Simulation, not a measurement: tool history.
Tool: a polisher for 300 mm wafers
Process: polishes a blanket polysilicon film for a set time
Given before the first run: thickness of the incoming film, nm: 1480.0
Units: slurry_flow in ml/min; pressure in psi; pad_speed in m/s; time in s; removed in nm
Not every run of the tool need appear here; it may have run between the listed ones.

{"run": 1, "hour": 0.0, "slurry_flow": 275, "pressure": 3.2, "pad_speed": 1.0, "time": 67, "removed": 616.18}
{"run": 2, "hour": 7.6, "slurry_flow": 275, "pressure": 3.5, "pad_speed": 1.0, "time": 67, "removed": 660.57}
{"run": 3, "hour": 13.3, "slurry_flow": 300, "pressure": 3.5, "pad_speed": 1.0, "time": 67, "removed": 666.96}
{"run": 4, "hour": 14.6, "slurry_flow": 300, "pressure": 3.7, "pad_speed": 1.0, "time": 67, "removed": 683.16}
{"run": 5, "hour": 19.6, "slurry_flow": 300, "pressure": 4.0, "pad_speed": 1.0, "time": 67, "removed": 719.48}
{"run": 6, "hour": 24.4, "slurry_flow": 300, "pressure": 4.2, "pad_speed": 1.0, "time": 67, "removed": 746.17}
{"run": 7, "hour": 26.7, "slurry_flow": 300, "pressure": 4.4, "pad_speed": 1.0, "time": 67, "removed": 771.62}

Run 8, settings as shown, results not yet in. Your forecast:
{"run": 8, "hour": 29.0, "slurry_flow": 305, "pressure": 4.8, "pad_speed": 1.0, "time": 67, "removed": "?"}

Run 8 yielded removed 820.67 nm.

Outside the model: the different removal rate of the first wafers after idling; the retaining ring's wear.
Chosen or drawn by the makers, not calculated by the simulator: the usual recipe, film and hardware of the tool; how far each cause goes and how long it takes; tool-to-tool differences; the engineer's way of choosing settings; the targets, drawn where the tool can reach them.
